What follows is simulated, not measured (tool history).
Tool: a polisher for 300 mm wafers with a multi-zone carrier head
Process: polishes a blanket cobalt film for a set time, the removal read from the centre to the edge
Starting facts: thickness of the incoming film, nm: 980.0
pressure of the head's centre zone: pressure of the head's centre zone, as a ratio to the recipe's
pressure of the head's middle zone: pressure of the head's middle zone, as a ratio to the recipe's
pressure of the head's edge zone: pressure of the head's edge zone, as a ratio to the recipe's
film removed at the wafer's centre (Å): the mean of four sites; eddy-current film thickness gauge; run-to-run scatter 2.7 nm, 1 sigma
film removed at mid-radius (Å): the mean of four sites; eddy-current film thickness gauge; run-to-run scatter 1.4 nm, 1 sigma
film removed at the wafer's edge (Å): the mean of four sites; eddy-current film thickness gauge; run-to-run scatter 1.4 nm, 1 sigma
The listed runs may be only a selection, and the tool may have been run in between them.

run	hour	flow of slurry (ml/min)	pressure of the head's centre zone	pressure of the head's middle zone	pressure of the head's edge zone	polishing time (s)	film removed at the wafer's centre (Å)	film removed at mid-radius (Å)	film removed at the wafer's edge (Å)
1	0.0	195	1.00	1.00	1.00	47	1624.2	1664.0	1642.9
2	4.5	195	1.00	1.04	1.00	47	1622.9	1708.5	1618.4
3	7.7	195	1.00	0.97	1.00	47	1617.9	1611.0	1648.7
4	14.5	205	1.02	0.98	1.02	47	1692.3	1629.4	1659.4
5	20.1	205	1.02	1.01	1.02	47	1658.7	1657.6	1695.7
6	21.7	210	1.04	1.03	1.01	48	1746.2	1754.0	1681.7
7	25.2	215	1.05	1.04	1.02	48	1747.7	1752.0	1693.1
8	33.2	220	1.07	1.05	1.03	49	1841.4	1840.0	1747.2
9	35.0	225	1.08	1.05	1.04	49	1885.4	1847.6	1761.7

Run 10 is up next; what results do you expect?
10	41.5	230	1.09	1.05	1.05	49	?	?	?

Logged for run 10: film removed at the wafer's centre (Å) 1889.6, film removed at mid-radius (Å) 1845.1, film removed at the wafer's edge (Å) 1770.7.
